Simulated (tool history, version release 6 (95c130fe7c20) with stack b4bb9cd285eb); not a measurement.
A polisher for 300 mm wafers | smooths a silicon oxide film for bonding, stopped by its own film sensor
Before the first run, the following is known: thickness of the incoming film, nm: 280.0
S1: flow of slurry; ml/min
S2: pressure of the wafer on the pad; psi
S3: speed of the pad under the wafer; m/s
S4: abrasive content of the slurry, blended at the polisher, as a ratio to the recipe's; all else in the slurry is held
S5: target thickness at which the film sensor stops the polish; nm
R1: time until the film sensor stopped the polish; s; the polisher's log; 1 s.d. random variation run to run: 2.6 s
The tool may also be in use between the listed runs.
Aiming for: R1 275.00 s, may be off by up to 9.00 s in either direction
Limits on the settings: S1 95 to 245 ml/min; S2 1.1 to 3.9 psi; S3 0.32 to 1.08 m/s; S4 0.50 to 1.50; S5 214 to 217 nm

run 1 hour=0.0 | S1=155 S2=2.5 S3=0.70 S4=1.00 S5=217 | R1=119.31
run 2 hour=4.3 | S1=155 S2=2.5 S3=0.70 S4=1.00 S5=217 | R1=120.74
run 3 hour=13.2 | S1=155 S2=2.5 S3=0.70 S4=1.00 S5=217 | R1=121.01
run 4 hour=20.0 | S1=155 S2=2.5 S3=0.70 S4=1.00 S5=214 | R1=125.35
-- hour=20.8 slurry nozzle cleaned
run 5 hour=20.8 | S1=155 S2=2.5 S3=0.70 S4=1.15 S5=214 | R1=103.30
run 6 hour=21.4 | S1=150 S2=2.3 S3=0.64 S4=1.15 S5=214 | R1=117.57
run 7 hour=28.9 | S1=150 S2=2.1 S3=0.58 S4=1.10 S5=214 | R1=137.37
run 8 hour=32.9 | S1=150 S2=1.9 S3=0.54 S4=1.05 S5=214 | R1=160.70
run 9 hour=39.9 | S1=150 S2=1.8 S3=0.50 S4=1.05 S5=214 | R1=180.44
run 10 hour=46.8 | S1=150 S2=1.7 S3=0.46 S4=1.05 S5=214 | R1=195.76
run 11 hour=53.8 | S1=150 S2=1.6 S3=0.44 S4=1.05 S5=214 | R1=213.92
run 12 hour=54.8 | S1=150 S2=1.5 S3=0.44 S4=1.05 S5=214 | R1=226.34
run 13 hour=63.3 | S1=130 S2=1.1 S3=0.44 S4=1.05 S5=214 | R1=315.84
run 14 hour=64.7 | S1=135 S2=1.1 S3=0.44 S4=1.05 S5=214 | R1=313.44
run 15 hour=69.3 | S1=140 S2=1.1 S3=0.44 S4=1.05 S5=214 | R1=306.18
run 16 hour=70.2 | S1=145 S2=1.1 S3=0.44 S4=1.05 S5=214 | R1=306.45

Below are 4 possible settings for the next run. Only one of them brings all results inside the allowed miss of their targets. Which is it?
run A hour=71.1 | S1=135 S2=1.5 S3=0.32 S4=1.05 S5=217 | R1=?
run B hour=71.1 | S1=140 S2=1.4 S3=0.36 S4=1.10 S5=217 | R1=?
run C hour=71.1 | S1=135 S2=1.1 S3=0.40 S4=1.10 S5=215 | R1=?
run D hour=71.1 | S1=105 S2=1.5 S3=0.36 S4=0.95 S5=217 | R1=?

move=A R1=260.87
move=B R1=256.17
move=C R1=317.90
move=D R1=277.23
A: the result that was furthest off in the last run now lies on the other side of its target
B: the result that was furthest off in the last run now lies on the other side of its target
C: lands further from the targets than the last run did
D: every result lands within tolerance
The move that meets every target is D.

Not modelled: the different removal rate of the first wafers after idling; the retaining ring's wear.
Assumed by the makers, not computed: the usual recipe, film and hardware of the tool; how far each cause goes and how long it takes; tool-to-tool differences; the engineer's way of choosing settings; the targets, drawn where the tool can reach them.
